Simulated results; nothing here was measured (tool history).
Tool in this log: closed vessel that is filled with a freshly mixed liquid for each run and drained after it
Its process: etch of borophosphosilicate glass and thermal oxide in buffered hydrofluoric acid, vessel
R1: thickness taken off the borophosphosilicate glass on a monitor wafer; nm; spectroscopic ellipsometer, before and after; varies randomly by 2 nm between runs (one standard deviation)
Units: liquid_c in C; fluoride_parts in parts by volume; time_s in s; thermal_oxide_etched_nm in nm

run 1 hour=0.0 | liquid_c=24.0 fluoride_parts=7.5 time_s=60 | R1=170.24 thermal_oxide_etched_nm=90.404
run 2 hour=1.5 | liquid_c=25.5 fluoride_parts=7.5 time_s=60 | R1=185.75 thermal_oxide_etched_nm=97.724
run 3 hour=6.8 | liquid_c=26.5 fluoride_parts=7.5 time_s=60 | R1=195.80 thermal_oxide_etched_nm=104.010
run 4 hour=14.8 | liquid_c=27.0 fluoride_parts=7.5 time_s=60 | R1=199.92 thermal_oxide_etched_nm=106.190
run 5 hour=21.8 | liquid_c=27.0 fluoride_parts=7.5 time_s=45 | R1=152.89 thermal_oxide_etched_nm=79.791
run 6 hour=27.3 | liquid_c=28.5 fluoride_parts=7.0 time_s=45 | R1=177.70 thermal_oxide_etched_nm=92.704
run 7 hour=34.0 | liquid_c=29.5 fluoride_parts=7.0 time_s=45 | R1=185.96 thermal_oxide_etched_nm=98.059

The next listed run, before its measurement:
run 8 hour=36.1 | liquid_c=32.0 fluoride_parts=6.0 time_s=45 | R1=? thermal_oxide_etched_nm=?

R1: 244.24 nm
thermal_oxide_etched_nm: 128.030 nm
